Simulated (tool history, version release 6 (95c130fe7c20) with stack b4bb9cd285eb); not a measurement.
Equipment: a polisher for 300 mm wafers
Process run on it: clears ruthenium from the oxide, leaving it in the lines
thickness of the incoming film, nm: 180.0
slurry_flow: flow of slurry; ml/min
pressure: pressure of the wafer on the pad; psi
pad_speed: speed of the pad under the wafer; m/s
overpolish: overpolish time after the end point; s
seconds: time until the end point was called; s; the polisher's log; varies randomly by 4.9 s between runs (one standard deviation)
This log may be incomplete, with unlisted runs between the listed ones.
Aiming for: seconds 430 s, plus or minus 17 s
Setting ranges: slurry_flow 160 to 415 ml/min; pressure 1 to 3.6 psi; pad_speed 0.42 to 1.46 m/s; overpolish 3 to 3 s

{"run": 1, "hour": 0.0, "slurry_flow": 265, "pressure": 2.3, "pad_speed": 0.94, "overpolish": 3, "seconds": 158.83}
{"run": 2, "hour": 9.0, "slurry_flow": 265, "pressure": 2.3, "pad_speed": 0.8, "overpolish": 3, "seconds": 185.39}
{"run": 3, "hour": 14.4, "slurry_flow": 265, "pressure": 1.7, "pad_speed": 0.8, "overpolish": 3, "seconds": 245.91}
{"run": 4, "hour": 15.8, "slurry_flow": 265, "pressure": 2.3, "pad_speed": 0.8, "overpolish": 3, "seconds": 187.3}
{"run": 5, "hour": 16.5, "slurry_flow": 265, "pressure": 2.3, "pad_speed": 0.8, "overpolish": 3, "seconds": 182.06}
{"run": 6, "hour": 24.0, "slurry_flow": 265, "pressure": 2.3, "pad_speed": 0.8, "overpolish": 3, "seconds": 185.57}
{"hour": 25.2, "done": "head pressure recalibrated"}
{"run": 7, "hour": 25.2, "slurry_flow": 265, "pressure": 2, "pad_speed": 0.76, "overpolish": 3, "seconds": 202.97}
{"run": 8, "hour": 32.7, "slurry_flow": 245, "pressure": 1.8, "pad_speed": 0.7, "overpolish": 3, "seconds": 245.95}

Below are 4 possible settings for the next run. Only one of them brings all results inside the allowed miss of their targets. Which is it?
{"run": "A", "hour": 40.2, "slurry_flow": 220, "pressure": 1.7, "pad_speed": 0.46, "overpolish": 3, "seconds": "?"}
{"run": "B", "hour": 40.2, "slurry_flow": 160, "pressure": 2.5, "pad_speed": 0.94, "overpolish": 3, "seconds": "?"}
{"run": "C", "hour": 40.2, "slurry_flow": 205, "pressure": 1.3, "pad_speed": 0.56, "overpolish": 3, "seconds": "?"}
{"run": "D", "hour": 40.2, "slurry_flow": 220, "pressure": 1, "pad_speed": 0.78, "overpolish": 3, "seconds": "?"}

move=A seconds=392.78
move=B seconds=143.3
move=C seconds=425.2
move=D seconds=392.6
A: closes in on the targets versus the last run, not all within tolerance yet
B: its largest miss is bigger than the last run's
C: meets every target
D: closes in on the targets versus the last run, not all within tolerance yet
Move C is the one to make.
